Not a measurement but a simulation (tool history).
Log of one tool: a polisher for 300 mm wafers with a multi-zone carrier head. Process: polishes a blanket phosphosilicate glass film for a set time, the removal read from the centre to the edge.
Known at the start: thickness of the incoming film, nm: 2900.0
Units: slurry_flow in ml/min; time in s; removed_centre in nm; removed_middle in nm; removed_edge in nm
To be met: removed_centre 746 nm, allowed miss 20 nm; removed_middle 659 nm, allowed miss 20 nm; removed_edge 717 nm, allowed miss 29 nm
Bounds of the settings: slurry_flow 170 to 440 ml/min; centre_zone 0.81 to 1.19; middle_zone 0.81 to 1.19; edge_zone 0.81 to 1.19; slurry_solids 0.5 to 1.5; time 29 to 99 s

| run | hour | slurry_flow | centre_zone | middle_zone | edge_zone | slurry_solids | time | removed_centre | removed_middle | removed_edge |
|---|---|---|---|---|---|---|---|---|---|---|
| 1 | 0 | 280 | 1 | 1 | 1 | 1 | 64 | 753.82 | 768.6 | 768.6 |
| 2 | 8.8 | 270 | 1.01 | 0.96 | 0.98 | 1 | 64 | 766.56 | 739.88 | 757.78 |
| 3 | 14.7 | 270 | 1.01 | 0.96 | 0.98 | 0.8 | 64 | 645.12 | 625.3 | 639.77 |
| 4 | 23.5 | 290 | 1.04 | 0.96 | 1.02 | 0.8 | 64 | 673.24 | 629.13 | 646.08 |
| 5 | 27.8 | 290 | 1.04 | 0.96 | 0.97 | 0.8 | 64 | 675.41 | 632.57 | 636.6 |
| 6 | 31.8 | 290 | 1.04 | 0.96 | 1.01 | 0.8 | 64 | 664.44 | 627.58 | 661.42 |
| 7 | 38.8 | 300 | 1.07 | 0.97 | 1.03 | 0.8 | 64 | 681.48 | 641.09 | 668.47 |
| 8 | 44.6 | 310 | 1.1 | 0.97 | 1.05 | 0.8 | 64 | 712.65 | 628.79 | 675.79 |
| 9 | 45.2 | 315 | 1.11 | 0.98 | 1.07 | 0.8 | 64 | 712.57 | 645.25 | 673.54 |
| 10 | 46.5 | 320 | 1.12 | 0.98 | 1.09 | 0.8 | 64 | 722.79 | 651.78 | 669.2 |

5 next moves are on the table. One of them brings every result within its allowed miss. Which?
| A | 47.8 | 315 | 1.09 | 0.93 | 1.07 | 0.8 | 68 | ? | ? | ? |
| B | 47.8 | 290 | 1.19 | 1.12 | 1.06 | 0.7 | 69 | ? | ? | ? |
| C | 47.8 | 265 | 1.04 | 0.94 | 1.1 | 0.7 | 76 | ? | ? | ? |
| D | 47.8 | 330 | 1.04 | 0.94 | 1.14 | 0.85 | 62 | ? | ? | ? |
| E | 47.8 | 250 | 1.05 | 0.87 | 1.1 | 0.9 | 64 | ? | ? | ? |

| move | removed_centre | removed_middle | removed_edge |
|---|---|---|---|
| A | 747.14 | 662.57 | 725.49 |
| B | 724.68 | 687.92 | 640.45 |
| C | 688.77 | 647.48 | 715.24 |
| D | 686.36 | 643.64 | 720.37 |
| E | 723.95 | 632.81 | 747.38 |
A: meets every target
B: further off than the last run
C: brings the result that was furthest off to its target, and leaves another outside
D: brings the result that was furthest off to its target, and leaves another outside
E: takes the result that was furthest off past its target
Move A is the one to make.

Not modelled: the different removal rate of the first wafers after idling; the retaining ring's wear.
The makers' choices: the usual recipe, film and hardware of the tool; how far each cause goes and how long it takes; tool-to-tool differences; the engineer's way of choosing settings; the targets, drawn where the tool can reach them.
